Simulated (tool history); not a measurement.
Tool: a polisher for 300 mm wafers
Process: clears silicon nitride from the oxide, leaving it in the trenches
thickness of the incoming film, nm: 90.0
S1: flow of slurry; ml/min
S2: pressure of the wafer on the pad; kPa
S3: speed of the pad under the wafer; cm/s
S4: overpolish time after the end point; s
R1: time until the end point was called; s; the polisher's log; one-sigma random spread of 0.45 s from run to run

run  hour   S1    S2   S3  S4      R1
  1     0  150  22.8  112  30    70.7
  2   3.8  150  25.5  114  30  62.539
  3   7.7  150  25.5  114  30  59.464
  4   8.7  150  22.1  114  30  71.486
  5  14.8  150  25.5  114  30  61.391
  6  21.9  150  28.3  116  30    54.1
  7  29.9  150  30.3  118  30  50.564
  8  36.8  150  31.7  122  30   46.65
  9  39.1  150  32.4  124  30  45.252
 10  42.7  150  32.4  124  30  45.903
 11  51.1  150  33.1  128  30  42.518
 12  52.3  150  33.8  130  30  41.684

Expected results for the next run?
 13  58.8  150  34.5  132  30   ?

Run 13 yielded R1 39.618 s.
